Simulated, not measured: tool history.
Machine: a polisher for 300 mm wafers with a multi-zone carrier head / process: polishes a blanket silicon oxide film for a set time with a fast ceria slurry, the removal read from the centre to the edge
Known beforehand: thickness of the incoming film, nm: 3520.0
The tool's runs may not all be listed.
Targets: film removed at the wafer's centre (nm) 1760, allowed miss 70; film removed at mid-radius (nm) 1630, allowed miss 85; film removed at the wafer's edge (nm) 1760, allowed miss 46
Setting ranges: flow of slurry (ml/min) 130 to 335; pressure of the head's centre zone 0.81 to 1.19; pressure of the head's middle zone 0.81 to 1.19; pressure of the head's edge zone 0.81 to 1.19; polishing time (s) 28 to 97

run,day,flow of slurry (ml/min),pressure of the head's centre zone,pressure of the head's middle zone,pressure of the head's edge zone,polishing time (s),film removed at the wafer's centre (nm),film removed at mid-radius (nm),film removed at the wafer's edge (nm)
1,0,215,1,1,1,62,1228.1,1275.5,1244.6
2,0.304,220,1.01,1,1.02,64,1264.3,1301.1,1289.7
3,0.329,220,1.02,1,1.03,66,1326.8,1344.5,1328.8
4,0.642,220,1.02,0.94,1.03,66,1356.7,1261.3,1329.6
5,0.721,220,1.02,0.94,1.03,58,1178.6,1114.9,1167.4
6,0.933,220,1.02,0.94,1.1,58,1173.2,1121.4,1212.5
7,1.042,225,1.03,0.94,1.11,61,1238.9,1185.2,1284.4
8,1.275,230,1.04,0.94,1.12,63,1309.9,1237.4,1345.4

Consider the 5 candidate settings below. Which is the only one whose results all fall within their allowed miss of target?
A,1.508,280,0.95,1.09,1.19,46,?,?,?
B,1.508,230,1.07,0.96,1.13,82,?,?,?
C,1.508,130,1.17,0.96,1.07,51,?,?,?
D,1.508,205,0.93,0.96,1.16,46,?,?,?
E,1.508,205,1.04,0.96,1.11,55,?,?,?

move,film removed at the wafer's centre (nm),film removed at mid-radius (nm),film removed at the wafer's edge (nm)
A,872.2,1038.6,1028.3
B,1704.8,1622.1,1757.9
C,1022.1,901.41,981.88
D,814.8,895.34,986.22
E,1090.4,1070,1154.3
A: misses by more than the last run did
B: each result inside its tolerance
C: misses by more than the last run did
D: misses by more than the last run did
E: misses by more than the last run did
The right move is B.

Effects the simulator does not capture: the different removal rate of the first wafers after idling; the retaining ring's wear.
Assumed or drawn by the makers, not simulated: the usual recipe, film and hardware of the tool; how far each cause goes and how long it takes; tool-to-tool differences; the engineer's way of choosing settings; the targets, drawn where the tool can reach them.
